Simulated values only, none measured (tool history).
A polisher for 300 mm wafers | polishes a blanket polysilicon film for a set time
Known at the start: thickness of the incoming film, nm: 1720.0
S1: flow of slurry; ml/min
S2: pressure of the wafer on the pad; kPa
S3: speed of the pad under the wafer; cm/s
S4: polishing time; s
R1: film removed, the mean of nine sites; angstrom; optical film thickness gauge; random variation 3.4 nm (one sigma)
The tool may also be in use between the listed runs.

run  hour   S1    S2  S3  S4      R1
  1   0.0  290  21.4  86  57  3442.5
  2   1.8  290  26.2  86  57  4195.2
  3   9.4  290  26.2  86  57  4214.3
  4  15.2  290  22.8  86  57  3693.6
  5  16.4  290  22.8  86  57  3656.8
  6  20.5  360  22.8  86  57  3699.6

Run 7 comes next. What will it give?
  7  26.6  360  26.2  86  57   ?

Run 7 gave R1 4309.4 angstrom.
